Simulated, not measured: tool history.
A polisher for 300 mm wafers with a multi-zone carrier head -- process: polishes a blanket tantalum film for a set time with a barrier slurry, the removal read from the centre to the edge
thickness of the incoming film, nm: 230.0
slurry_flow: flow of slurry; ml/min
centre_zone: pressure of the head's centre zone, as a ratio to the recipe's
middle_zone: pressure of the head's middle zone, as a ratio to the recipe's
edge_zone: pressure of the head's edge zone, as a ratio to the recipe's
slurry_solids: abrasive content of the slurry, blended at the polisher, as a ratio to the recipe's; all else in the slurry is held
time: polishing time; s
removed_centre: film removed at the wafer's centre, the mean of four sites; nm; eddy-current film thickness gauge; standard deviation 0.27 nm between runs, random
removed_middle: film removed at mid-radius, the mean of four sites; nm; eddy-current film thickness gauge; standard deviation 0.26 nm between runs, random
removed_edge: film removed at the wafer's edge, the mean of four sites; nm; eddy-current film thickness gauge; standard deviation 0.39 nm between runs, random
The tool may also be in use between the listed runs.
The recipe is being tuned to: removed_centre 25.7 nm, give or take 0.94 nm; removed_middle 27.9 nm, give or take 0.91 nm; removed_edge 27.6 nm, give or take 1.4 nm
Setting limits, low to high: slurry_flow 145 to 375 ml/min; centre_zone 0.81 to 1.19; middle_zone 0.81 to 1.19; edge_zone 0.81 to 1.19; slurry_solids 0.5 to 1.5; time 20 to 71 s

{"run": 1, "hour": 0.0, "slurry_flow": 240, "centre_zone": 1, "middle_zone": 1, "edge_zone": 1, "slurry_solids": 1, "time": 45, "removed_centre": 53.192, "removed_middle": 51.593, "removed_edge": 53.885}
{"run": 2, "hour": 7.7, "slurry_flow": 265, "centre_zone": 1, "middle_zone": 1, "edge_zone": 1, "slurry_solids": 1, "time": 45, "removed_centre": 54.994, "removed_middle": 52.497, "removed_edge": 53.354}
{"run": 3, "hour": 14.4, "slurry_flow": 265, "centre_zone": 1, "middle_zone": 1, "edge_zone": 1, "slurry_solids": 0.85, "time": 45, "removed_centre": 53.009, "removed_middle": 50.859, "removed_edge": 51.931}
{"run": 4, "hour": 17.1, "slurry_flow": 265, "centre_zone": 0.98, "middle_zone": 0.99, "edge_zone": 0.99, "slurry_solids": 0.8, "time": 42, "removed_centre": 47.184, "removed_middle": 45.604, "removed_edge": 46.698}
{"run": 5, "hour": 20.5, "slurry_flow": 265, "centre_zone": 0.98, "middle_zone": 0.93, "edge_zone": 0.99, "slurry_solids": 0.8, "time": 42, "removed_centre": 47.13, "removed_middle": 42.979, "removed_edge": 46.799}
{"run": 6, "hour": 24.1, "slurry_flow": 300, "centre_zone": 0.98, "middle_zone": 0.93, "edge_zone": 0.99, "slurry_solids": 0.8, "time": 42, "removed_centre": 48.651, "removed_middle": 43.389, "removed_edge": 47.609}
{"run": 7, "hour": 24.8, "slurry_flow": 290, "centre_zone": 0.96, "middle_zone": 0.93, "edge_zone": 0.97, "slurry_solids": 0.75, "time": 40, "removed_centre": 43.652, "removed_middle": 40.202, "removed_edge": 44.015}
{"run": 8, "hour": 31.8, "slurry_flow": 285, "centre_zone": 0.95, "middle_zone": 0.94, "edge_zone": 0.95, "slurry_solids": 0.7, "time": 38, "removed_centre": 40.179, "removed_middle": 38.341, "removed_edge": 40.188}
{"run": 9, "hour": 35.9, "slurry_flow": 280, "centre_zone": 0.94, "middle_zone": 0.93, "edge_zone": 0.93, "slurry_solids": 0.65, "time": 37, "removed_centre": 38.981, "removed_middle": 36.955, "removed_edge": 38.073}
{"run": 10, "hour": 36.5, "slurry_flow": 275, "centre_zone": 0.92, "middle_zone": 0.93, "edge_zone": 0.92, "slurry_solids": 0.65, "time": 36, "removed_centre": 36.702, "removed_middle": 35.338, "removed_edge": 36.792}
{"run": 11, "hour": 37.2, "slurry_flow": 270, "centre_zone": 0.91, "middle_zone": 0.93, "edge_zone": 0.91, "slurry_solids": 0.65, "time": 35, "removed_centre": 35.305, "removed_middle": 34.674, "removed_edge": 35.69}
{"run": 12, "hour": 40.3, "slurry_flow": 265, "centre_zone": 0.9, "middle_zone": 0.93, "edge_zone": 0.9, "slurry_solids": 0.65, "time": 34, "removed_centre": 34.314, "removed_middle": 33.354, "removed_edge": 34.729}
{"run": 13, "hour": 46.7, "slurry_flow": 260, "centre_zone": 0.89, "middle_zone": 0.93, "edge_zone": 0.89, "slurry_solids": 0.65, "time": 33, "removed_centre": 32.118, "removed_middle": 32.367, "removed_edge": 33.513}
{"run": 14, "hour": 54.3, "slurry_flow": 255, "centre_zone": 0.88, "middle_zone": 0.93, "edge_zone": 0.88, "slurry_solids": 0.65, "time": 33, "removed_centre": 32.363, "removed_middle": 31.887, "removed_edge": 32.974}

Of the 5 settings listed for the next run, only one would bring every result within its allowed miss of target. Which one?
{"run": "A", "hour": 61.9, "slurry_flow": 275, "centre_zone": 0.87, "middle_zone": 0.88, "edge_zone": 0.92, "slurry_solids": 0.9, "time": 37, "removed_centre": "?", "removed_middle": "?", "removed_edge": "?"}
{"run": "B", "hour": 61.9, "slurry_flow": 235, "centre_zone": 0.81, "middle_zone": 0.84, "edge_zone": 1.11, "slurry_solids": 0.75, "time": 32, "removed_centre": "?", "removed_middle": "?", "removed_edge": "?"}
{"run": "C", "hour": 61.9, "slurry_flow": 240, "centre_zone": 0.83, "middle_zone": 0.97, "edge_zone": 0.87, "slurry_solids": 0.65, "time": 28, "removed_centre": "?", "removed_middle": "?", "removed_edge": "?"}
{"run": "D", "hour": 61.9, "slurry_flow": 270, "centre_zone": 1.03, "middle_zone": 0.99, "edge_zone": 0.81, "slurry_solids": 0.65, "time": 38, "removed_centre": "?", "removed_middle": "?", "removed_edge": "?"}
{"run": "E", "hour": 61.9, "slurry_flow": 230, "centre_zone": 0.92, "middle_zone": 0.84, "edge_zone": 0.99, "slurry_solids": 1.05, "time": 35, "removed_centre": "?", "removed_middle": "?", "removed_edge": "?"}

move=A removed_centre=39.637 removed_middle=37.842 removed_edge=40.369
move=B removed_centre=30.288 removed_middle=29.499 removed_edge=36.011
move=C removed_centre=26.113 removed_middle=28.093 removed_edge=27.008
move=D removed_centre=42.797 removed_middle=39.331 removed_edge=35.896
move=E removed_centre=39.637 removed_middle=34.925 removed_edge=40.332
A: further off than the last run
B: nearer the targets than the last run, but a result is still out of spec
C: every result within its allowed miss
D: further off than the last run
E: further off than the last run
C is the move that brings every result within its allowed miss.
